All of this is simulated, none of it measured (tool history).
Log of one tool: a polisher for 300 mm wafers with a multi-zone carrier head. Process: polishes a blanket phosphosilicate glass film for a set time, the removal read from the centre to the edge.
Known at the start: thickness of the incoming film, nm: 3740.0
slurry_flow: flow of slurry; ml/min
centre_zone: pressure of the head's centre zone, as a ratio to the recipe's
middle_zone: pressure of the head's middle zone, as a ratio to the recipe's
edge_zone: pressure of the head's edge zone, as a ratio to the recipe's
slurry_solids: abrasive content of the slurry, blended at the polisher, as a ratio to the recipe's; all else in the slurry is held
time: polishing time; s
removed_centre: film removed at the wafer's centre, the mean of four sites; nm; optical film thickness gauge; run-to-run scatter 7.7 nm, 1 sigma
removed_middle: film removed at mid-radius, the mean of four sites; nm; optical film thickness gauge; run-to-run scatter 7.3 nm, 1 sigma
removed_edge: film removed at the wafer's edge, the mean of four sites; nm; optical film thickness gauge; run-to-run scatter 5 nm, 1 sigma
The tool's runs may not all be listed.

| run | hour | slurry_flow | centre_zone | middle_zone | edge_zone | slurry_solids | time | removed_centre | removed_middle | removed_edge |
|---|---|---|---|---|---|---|---|---|---|---|
| 1 | 0 | 285 | 1 | 1 | 1 | 1 | 68 | 526.33 | 506.75 | 497.09 |
| 2 | 7.3 | 285 | 1 | 1 | 0.93 | 1 | 68 | 505.62 | 502.91 | 489.45 |
| 3 | 8.7 | 285 | 0.98 | 0.99 | 0.94 | 1.05 | 69 | 523.71 | 518.79 | 510.73 |
| 4 | 16 | 285 | 0.98 | 0.99 | 0.98 | 1.05 | 69 | 524.2 | 524.46 | 519.17 |
| 5 | 18.1 | 285 | 0.97 | 0.99 | 1 | 1.1 | 70 | 532.66 | 546.55 | 539.77 |
| 6 | 21.2 | 285 | 0.97 | 0.98 | 1.01 | 1.15 | 71 | 548.07 | 554.33 | 562.34 |
| 7 | 22.2 | 290 | 0.97 | 0.98 | 1.02 | 1.2 | 72 | 580.2 | 563.7 | 583.78 |
| 8 | 29.4 | 290 | 0.97 | 0.98 | 1.02 | 1.2 | 72 | 578.3 | 580.94 | 580.78 |
| 9 | 37.3 | 290 | 0.96 | 0.97 | 1.03 | 1.25 | 73 | 599.65 | 578.26 | 602.77 |
| 10 | 39.1 | 290 | 0.95 | 0.98 | 1.04 | 1.3 | 74 | 604.94 | 598.39 | 631.81 |

The next listed run, before its measurement:
| 11 | 42.3 | 335 | 1 | 1.08 | 1.14 | 1.5 | 74 | ? | ? | ? |

{"run 11": {"removed_centre": 685.82, "removed_middle": 713.21, "removed_edge": 694.08}}
